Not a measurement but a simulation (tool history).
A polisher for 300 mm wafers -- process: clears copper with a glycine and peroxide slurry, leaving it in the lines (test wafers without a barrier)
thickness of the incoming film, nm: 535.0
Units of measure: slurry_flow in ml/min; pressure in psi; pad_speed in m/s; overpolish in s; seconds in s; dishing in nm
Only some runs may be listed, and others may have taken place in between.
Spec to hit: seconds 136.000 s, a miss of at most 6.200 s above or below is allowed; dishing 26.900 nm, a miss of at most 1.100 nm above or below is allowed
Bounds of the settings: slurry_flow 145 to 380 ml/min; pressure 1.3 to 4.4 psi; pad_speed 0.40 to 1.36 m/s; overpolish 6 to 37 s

| run | hour | slurry_flow | pressure | pad_speed | overpolish | seconds | dishing |
|---|---|---|---|---|---|---|---|
| 1 | 0.0 | 245 | 2.8 | 0.88 | 19 | 94.447 | 33.691 |
| 2 | 4.6 | 245 | 2.5 | 0.88 | 16 | 103.160 | 32.193 |
| 3 | 10.0 | 245 | 2.5 | 1.06 | 16 | 88.077 | 31.870 |
| 4 | 15.8 | 245 | 2.5 | 1.22 | 16 | 78.676 | 32.974 |
| 5 | 16.3 | 240 | 2.2 | 1.16 | 14 | 87.985 | 30.604 |
| 6 | 18.8 | 235 | 2.0 | 1.10 | 13 | 103.190 | 28.723 |
| 7 | 24.0 | 230 | 1.8 | 1.10 | 14 | 110.310 | 28.258 |
| 8 | 29.6 | 225 | 1.7 | 1.10 | 15 | 116.710 | 29.232 |
| 9 | 36.1 | 220 | 1.6 | 1.10 | 14 | 120.880 | 27.786 |
| 10 | 41.5 | 215 | 1.5 | 1.10 | 14 | 125.670 | 27.144 |
| 11 | 43.8 | 210 | 1.5 | 1.10 | 14 | 130.090 | 26.494 |
| 12 | 50.8 | 210 | 1.5 | 1.10 | 15 | 129.710 | 28.006 |

Which one of the following 5 next-run settings gets every result inside its allowed miss? There is exactly one.
| A | 57.8 | 170 | 1.7 | 1.10 | 15 | ? | ? |
| B | 57.8 | 185 | 1.5 | 1.04 | 19 | ? | ? |
| C | 57.8 | 150 | 1.5 | 1.08 | 15 | ? | ? |
| D | 57.8 | 210 | 1.4 | 1.30 | 14 | ? | ? |
| E | 57.8 | 225 | 2.2 | 0.84 | 15 | ? | ? |

| move | seconds | dishing |
|---|---|---|
| A | 120.000 | 28.549 |
| B | 135.640 | 30.336 |
| C | 136.190 | 27.138 |
| D | 119.050 | 27.525 |
| E | 116.730 | 29.339 |
A: the biggest miss grows against the last run
B: brings the last run's worst result on target, with another outside its allowed miss
C: every result within its allowed miss
D: the biggest miss grows against the last run
E: the biggest miss grows against the last run
C is the move that brings every result within its allowed miss.

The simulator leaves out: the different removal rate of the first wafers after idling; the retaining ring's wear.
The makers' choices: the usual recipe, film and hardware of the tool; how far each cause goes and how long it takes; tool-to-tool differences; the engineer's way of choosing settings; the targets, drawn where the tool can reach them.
